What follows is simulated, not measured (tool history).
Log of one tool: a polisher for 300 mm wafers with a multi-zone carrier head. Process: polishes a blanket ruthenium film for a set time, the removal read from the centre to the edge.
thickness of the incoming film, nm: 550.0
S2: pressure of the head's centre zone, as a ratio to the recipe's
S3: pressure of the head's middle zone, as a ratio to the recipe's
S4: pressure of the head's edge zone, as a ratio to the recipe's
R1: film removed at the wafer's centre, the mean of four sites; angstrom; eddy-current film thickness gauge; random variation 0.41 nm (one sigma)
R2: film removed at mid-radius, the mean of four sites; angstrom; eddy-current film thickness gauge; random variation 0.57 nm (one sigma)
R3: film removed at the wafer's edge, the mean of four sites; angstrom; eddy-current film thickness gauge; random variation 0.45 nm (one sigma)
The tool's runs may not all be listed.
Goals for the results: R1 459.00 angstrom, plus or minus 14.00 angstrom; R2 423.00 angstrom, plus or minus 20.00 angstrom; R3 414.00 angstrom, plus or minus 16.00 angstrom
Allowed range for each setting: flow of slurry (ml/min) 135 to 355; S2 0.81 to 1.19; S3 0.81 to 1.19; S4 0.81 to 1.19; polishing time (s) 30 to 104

run 1 day=0.000 | flow_of_slurry_(ml/min)=225 S2=1.00 S3=1.00 S4=1.00 polishing_time_(s)=67 | R1=517.87 R2=519.15 R3=518.19
run 2 day=0.242 | flow_of_slurry_(ml/min)=225 S2=1.00 S3=1.04 S4=1.00 polishing_time_(s)=67 | R1=517.45 R2=543.91 R3=522.39
run 3 day=0.517 | flow_of_slurry_(ml/min)=225 S2=1.00 S3=1.04 S4=0.92 polishing_time_(s)=67 | R1=519.18 R2=534.11 R3=487.59
run 4 day=0.554 | flow_of_slurry_(ml/min)=225 S2=1.00 S3=1.04 S4=0.92 polishing_time_(s)=51 | R1=397.86 R2=415.75 R3=371.03
run 5 day=0.858 | flow_of_slurry_(ml/min)=235 S2=1.02 S3=1.03 S4=0.94 polishing_time_(s)=51 | R1=399.37 R2=404.92 R3=384.67
run 6 day=1.212 | flow_of_slurry_(ml/min)=235 S2=1.05 S3=1.04 S4=0.94 polishing_time_(s)=52 | R1=425.02 R2=415.86 R3=395.90
run 7 day=1.342 | flow_of_slurry_(ml/min)=240 S2=1.06 S3=1.04 S4=0.94 polishing_time_(s)=52 | R1=426.02 R2=413.71 R3=390.22
run 8 day=1.454 | flow_of_slurry_(ml/min)=240 S2=1.07 S3=1.04 S4=0.95 polishing_time_(s)=52 | R1=429.66 R2=419.92 R3=389.27
run 9 day=1.696 | flow_of_slurry_(ml/min)=245 S2=1.08 S3=1.04 S4=0.96 polishing_time_(s)=52 | R1=436.14 R2=420.06 R3=393.55
run 10 day=1.929 | flow_of_slurry_(ml/min)=245 S2=1.09 S3=1.04 S4=0.97 polishing_time_(s)=52 | R1=441.54 R2=421.77 R3=399.80
run 11 day=2.000 | flow_of_slurry_(ml/min)=245 S2=1.10 S3=1.04 S4=0.98 polishing_time_(s)=52 | R1=441.83 R2=434.60 R3=401.15

Next run, 5 choices. One meets every target within its allowed miss, the rest don't. Which?
run A day=2.071 | flow_of_slurry_(ml/min)=240 S2=1.10 S3=1.03 S4=0.90 polishing_time_(s)=52 | R1=? R2=? R3=?
run B day=2.071 | flow_of_slurry_(ml/min)=250 S2=1.08 S3=1.17 S4=1.01 polishing_time_(s)=54 | R1=? R2=? R3=?
run C day=2.071 | flow_of_slurry_(ml/min)=255 S2=1.10 S3=1.00 S4=0.98 polishing_time_(s)=54 | R1=? R2=? R3=?
run D day=2.071 | flow_of_slurry_(ml/min)=230 S2=1.02 S3=1.02 S4=1.01 polishing_time_(s)=54 | R1=? R2=? R3=?
run E day=2.071 | flow_of_slurry_(ml/min)=230 S2=1.11 S3=1.18 S4=0.97 polishing_time_(s)=52 | R1=? R2=? R3=?

move=A R1=438.15 R2=413.16 R3=386.94
move=B R1=448.76 R2=480.07 R3=424.54
move=C R1=457.39 R2=420.46 R3=419.86
move=D R1=420.03 R2=424.15 R3=423.23
move=E R1=440.92 R2=462.51 R3=398.86
A: the biggest miss grows against the last run
B: gets the furthest-off result to its target, but another result is out of tolerance
C: every result within its allowed miss
D: the biggest miss grows against the last run
E: the biggest miss grows against the last run
Move C is the one to make.

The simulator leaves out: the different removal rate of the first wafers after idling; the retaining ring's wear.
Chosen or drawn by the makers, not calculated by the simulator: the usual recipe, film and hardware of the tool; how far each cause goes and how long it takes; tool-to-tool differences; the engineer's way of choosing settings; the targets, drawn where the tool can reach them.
